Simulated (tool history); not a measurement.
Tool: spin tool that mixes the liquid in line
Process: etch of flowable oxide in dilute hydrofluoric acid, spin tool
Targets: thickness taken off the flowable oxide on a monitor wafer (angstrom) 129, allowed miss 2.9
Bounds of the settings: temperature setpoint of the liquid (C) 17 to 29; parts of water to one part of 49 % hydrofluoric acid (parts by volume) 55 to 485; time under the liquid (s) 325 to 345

run,day,temperature setpoint of the liquid (C),parts of water to one part of 49 % hydrofluoric acid (parts by volume),time under the liquid (s),thickness taken off the flowable oxide on a monitor wafer (angstrom)
1,0,21,270,325,181.82
2,0.254,20.5,280,325,167.65
3,0.517,20.5,225,325,224.29
4,0.554,20.5,275,325,174.51
5,0.721,20,280,325,166.19
6,0.85,19.5,285,325,159.56
7,1.121,19,290,325,154.64
8,1.233,18.5,295,325,148.3
9,1.6,18.5,300,325,144.82

Which of these 5 next moves meets every target?
A,1.967,19.5,305,345,?
B,1.967,19.5,335,325,?
C,1.967,18.5,320,330,?
D,1.967,19.5,320,325,?
E,1.967,18.5,305,325,?

move,thickness taken off the flowable oxide on a monitor wafer (angstrom)
A,155.68
B,130.09
C,135.05
D,137.96
E,141.35
A: further off than the last run
B: meets every target
C: nearer than the last run, and not there yet
D: nearer than the last run, and not there yet
E: nearer than the last run, and not there yet
Answer: B
